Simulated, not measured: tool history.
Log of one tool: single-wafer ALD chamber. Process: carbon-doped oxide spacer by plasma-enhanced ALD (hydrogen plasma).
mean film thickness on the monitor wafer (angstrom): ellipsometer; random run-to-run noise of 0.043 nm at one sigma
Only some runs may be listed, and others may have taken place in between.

run,day,heater temperature setpoint (K),number of ALD cycles (cycles),mean film thickness on the monitor wafer (angstrom)
1,0.000,658.15,199,101.720
2,0.229,658.15,211,108.250
3,0.471,654.15,211,107.360
4,0.512,654.15,197,100.760
5,0.550,654.15,192,98.595
6,0.746,654.15,188,95.788
7,1.058,654.15,188,95.991
8,1.262,654.15,166,84.995

Expected results for the next run?
9,1.500,654.15,167,?

Run 9 gave mean film thickness on the monitor wafer (angstrom) 85.038.
